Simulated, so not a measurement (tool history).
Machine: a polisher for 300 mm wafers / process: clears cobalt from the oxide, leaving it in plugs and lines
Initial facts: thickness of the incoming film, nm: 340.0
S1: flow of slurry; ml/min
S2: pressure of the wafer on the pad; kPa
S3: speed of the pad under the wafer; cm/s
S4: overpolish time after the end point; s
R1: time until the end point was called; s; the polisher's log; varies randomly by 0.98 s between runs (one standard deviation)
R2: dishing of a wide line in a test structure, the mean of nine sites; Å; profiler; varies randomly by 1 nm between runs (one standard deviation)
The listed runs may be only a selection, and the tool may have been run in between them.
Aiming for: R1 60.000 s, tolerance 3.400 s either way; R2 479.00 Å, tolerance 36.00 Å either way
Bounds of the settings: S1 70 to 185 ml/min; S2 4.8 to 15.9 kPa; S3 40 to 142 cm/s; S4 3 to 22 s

Run 1, day 0.000: S1 120 ml/min, S2 10.3 kPa, S3 90 cm/s, S4 11 s. Result: R1 114.680 s, R2 255.23 Å.
Run 2, day 0.104: S1 120 ml/min, S2 11.7 kPa, S3 92 cm/s, S4 11 s. Result: R1 103.250 s, R2 272.98 Å.
Run 3, day 0.312: S1 120 ml/min, S2 12.4 kPa, S3 92 cm/s, S4 11 s. Result: R1 97.747 s, R2 296.27 Å.
Run 4, day 0.588: S1 120 ml/min, S2 13.1 kPa, S3 96 cm/s, S4 11 s. Result: R1 90.928 s, R2 324.60 Å.
Run 5, day 0.721: S1 135 ml/min, S2 13.1 kPa, S3 96 cm/s, S4 11 s. Result: R1 88.455 s, R2 320.69 Å.
Run 6, day 1.067: S1 135 ml/min, S2 13.1 kPa, S3 96 cm/s, S4 13 s. Result: R1 90.320 s, R2 358.78 Å.
Run 7, day 1.288: S1 135 ml/min, S2 13.8 kPa, S3 100 cm/s, S4 13 s. Result: R1 84.688 s, R2 379.38 Å.
Run 8, day 1.529: S1 135 ml/min, S2 14.5 kPa, S3 104 cm/s, S4 13 s. Result: R1 76.129 s, R2 387.31 Å.
Run 9, day 1.896: S1 135 ml/min, S2 14.5 kPa, S3 108 cm/s, S4 13 s. Result: R1 72.143 s, R2 416.28 Å.
Run 10, day 2.188: S1 135 ml/min, S2 14.5 kPa, S3 110 cm/s, S4 13 s. Result: R1 69.147 s, R2 413.39 Å.
Run 11, day 2.346: S1 135 ml/min, S2 14.5 kPa, S3 112 cm/s, S4 13 s. Result: R1 70.879 s, R2 427.82 Å.
Run 12, day 2.471: S1 135 ml/min, S2 14.5 kPa, S3 114 cm/s, S4 13 s. Result: R1 69.700 s, R2 423.42 Å.
Run 13, day 2.596: S1 135 ml/min, S2 14.5 kPa, S3 116 cm/s, S4 13 s. Result: R1 67.779 s, R2 423.47 Å.
Run 14, day 2.771: S1 135 ml/min, S2 15.2 kPa, S3 118 cm/s, S4 13 s. Result: R1 65.162 s, R2 452.03 Å.

Pick the move, out of 4, that brings all results within their allowed miss; only one does.
Run A, day 2.946: S1 155 ml/min, S2 13.1 kPa, S3 106 cm/s, S4 16 s. Result: R1 ?, R2 ?.
Run B, day 2.946: S1 135 ml/min, S2 14.5 kPa, S3 116 cm/s, S4 15 s. Result: R1 ?, R2 ?.
Run C, day 2.946: S1 135 ml/min, S2 15.9 kPa, S3 130 cm/s, S4 10 s. Result: R1 ?, R2 ?.
Run D, day 2.946: S1 140 ml/min, S2 14.5 kPa, S3 132 cm/s, S4 14 s. Result: R1 ?, R2 ?.

move      R1      R2
   A  79.960  454.95
   B  68.362  479.92
   C  56.416  420.96
   D  59.941  496.79
A: moves away from the targets compared with the last run
B: moves away from the targets compared with the last run
C: the result that was furthest off in the last run now lies on the other side of its target
D: hits every target within its allowed miss
Correct choice: D, which meets every target
